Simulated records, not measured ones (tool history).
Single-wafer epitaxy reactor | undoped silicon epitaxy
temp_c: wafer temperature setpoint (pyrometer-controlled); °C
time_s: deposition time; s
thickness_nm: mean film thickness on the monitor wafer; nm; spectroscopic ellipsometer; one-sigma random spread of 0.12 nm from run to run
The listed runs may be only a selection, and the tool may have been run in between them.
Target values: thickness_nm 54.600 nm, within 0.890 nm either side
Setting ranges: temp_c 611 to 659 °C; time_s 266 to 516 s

| run | hour | temp_c | time_s | thickness_nm |
|---|---|---|---|---|
| 1 | 0.0 | 635 | 391 | 51.044 |
| 2 | 6.7 | 636 | 391 | 52.437 |
| 3 | 13.1 | 637 | 391 | 53.708 |
| 4 | 19.2 | 637 | 443 | 60.880 |
| 5 | 26.6 | 637 | 470 | 64.556 |
| 6 | 35.4 | 635 | 470 | 61.366 |
| 7 | 44.2 | 634 | 470 | 59.772 |
| 8 | 51.5 | 633 | 470 | 57.976 |

Which single option among these 4 for the next run brings every result within its allowed miss of target? Just one does.
| A | 58.8 | 631 | 467 | ? |
| B | 58.8 | 633 | 486 | ? |
| C | 58.8 | 638 | 459 | ? |
| D | 58.8 | 632 | 512 | ? |

| move | thickness_nm |
|---|---|
| A | 55.045 |
| B | 60.326 |
| C | 64.765 |
| D | 61.933 |
A: in spec on every target
B: misses by more than the last run did
C: misses by more than the last run did
D: misses by more than the last run did
Move A is the one to make.
